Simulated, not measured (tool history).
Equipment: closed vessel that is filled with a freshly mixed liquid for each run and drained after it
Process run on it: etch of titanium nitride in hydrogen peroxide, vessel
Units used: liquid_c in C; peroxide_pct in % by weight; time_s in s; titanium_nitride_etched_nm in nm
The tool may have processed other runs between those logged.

run,hour,liquid_c,peroxide_pct,time_s,titanium_nitride_etched_nm
1,0,52,24,30,1.4571
2,0.7,52,24,30,1.4666
3,2.5,51,24,30,1.364
4,11.3,51,24,30,1.3669
5,18,51,26.5,30,1.3883
6,19.9,51,24.5,30,1.3643
7,27.7,50.5,24.5,30,1.3177

For run 8, what comes out?
8,33.3,48,24.5,30,?

Run 8 measured titanium_nitride_etched_nm 1.1067 nm.
